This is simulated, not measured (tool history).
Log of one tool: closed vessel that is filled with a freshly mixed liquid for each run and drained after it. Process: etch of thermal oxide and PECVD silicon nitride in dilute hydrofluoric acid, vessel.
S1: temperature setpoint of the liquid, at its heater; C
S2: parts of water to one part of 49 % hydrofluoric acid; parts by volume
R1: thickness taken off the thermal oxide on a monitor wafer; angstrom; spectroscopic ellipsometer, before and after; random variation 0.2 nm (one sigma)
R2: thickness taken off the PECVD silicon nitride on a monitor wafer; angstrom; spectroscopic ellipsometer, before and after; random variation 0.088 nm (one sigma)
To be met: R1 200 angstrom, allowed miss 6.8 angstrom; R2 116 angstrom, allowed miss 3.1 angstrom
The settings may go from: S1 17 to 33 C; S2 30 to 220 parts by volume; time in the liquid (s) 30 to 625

run 1 hour=0 | S1=25 S2=125 time_in_the_liquid_(s)=320 | R1=144.77 R2=90.098
run 2 hour=1.5 | S1=28.5 S2=125 time_in_the_liquid_(s)=320 | R1=163.45 R2=112.12
run 3 hour=6.9 | S1=28.5 S2=95 time_in_the_liquid_(s)=320 | R1=225.02 R2=150.36
run 4 hour=11.3 | S1=27 S2=95 time_in_the_liquid_(s)=320 | R1=211.62 R2=133.95
run 5 hour=16.1 | S1=26.5 S2=95 time_in_the_liquid_(s)=320 | R1=210.99 R2=130.9
run 6 hour=21.9 | S1=26 S2=95 time_in_the_liquid_(s)=320 | R1=200.23 R2=125.72
run 7 hour=27.3 | S1=25.5 S2=95 time_in_the_liquid_(s)=320 | R1=199.02 R2=120.64
run 8 hour=32 | S1=25 S2=90 time_in_the_liquid_(s)=320 | R1=211.83 R2=126.2
run 9 hour=39.4 | S1=23.5 S2=95 time_in_the_liquid_(s)=320 | R1=186.88 R2=107.89

5 next moves are on the table. One of them brings every result within its allowed miss. Which?
run A hour=46.8 | S1=24 S2=85 time_in_the_liquid_(s)=300 | R1=? R2=?
run B hour=46.8 | S1=25.5 S2=70 time_in_the_liquid_(s)=215 | R1=? R2=?
run C hour=46.8 | S1=22 S2=95 time_in_the_liquid_(s)=335 | R1=? R2=?
run D hour=46.8 | S1=25.5 S2=95 time_in_the_liquid_(s)=290 | R1=? R2=?
run E hour=46.8 | S1=23.5 S2=90 time_in_the_liquid_(s)=300 | R1=? R2=?

move=A R1=200 R2=114.59
move=B R1=188.44 R2=109.84
move=C R1=182.13 R2=100.37
move=D R1=181.26 R2=109.53
move=E R1=183.99 R2=104.78
A: meets every target
B: nearer than the last run, and not there yet
C: further off than the last run
D: further off than the last run
E: further off than the last run
Move A is the one to make.
